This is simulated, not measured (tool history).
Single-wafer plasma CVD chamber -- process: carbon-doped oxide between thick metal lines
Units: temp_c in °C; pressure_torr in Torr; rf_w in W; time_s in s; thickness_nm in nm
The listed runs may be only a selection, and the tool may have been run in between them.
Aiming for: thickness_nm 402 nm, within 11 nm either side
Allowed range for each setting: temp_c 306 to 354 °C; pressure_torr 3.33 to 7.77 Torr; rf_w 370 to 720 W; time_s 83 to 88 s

run  hour  temp_c  pressure_torr  rf_w  time_s  thickness_nm
  1     0     330           5.55   545      88        475.77
  2   0.7     330           5.55   545      83        450.61
  3   3.1     330           6.39   545      83        455.53
  4   7.1     320           6.39   545      83        470.65
  5  14.9     320           6.39   545      88        498.45
  6  18.8     323           6.25   505      87        453.33
  7  23.7     325           6.16   490      87        436.48
  8  30.6     327           6.09   480      87        422.74

Exercise: of the 5 proposed moves below, exactly one satisfies all targets within the stated allowed misses. Which move is it?
  A  37.5     328           6.34   510      88             ?
  B  37.5     317           5.69   495      88             ?
  C  37.5     319           7.45   500      83             ?
  D  37.5     325           6.66   465      85             ?
  E  37.5     329            7.5   475      88             ?

move  thickness_nm
   A        455.83
   B        454.98
   C        439.62
   D        404.26
   E        426.99
A: moves away from the targets compared with the last run
B: moves away from the targets compared with the last run
C: moves away from the targets compared with the last run
D: all results land within tolerance of their targets
E: moves away from the targets compared with the last run
Answer: D

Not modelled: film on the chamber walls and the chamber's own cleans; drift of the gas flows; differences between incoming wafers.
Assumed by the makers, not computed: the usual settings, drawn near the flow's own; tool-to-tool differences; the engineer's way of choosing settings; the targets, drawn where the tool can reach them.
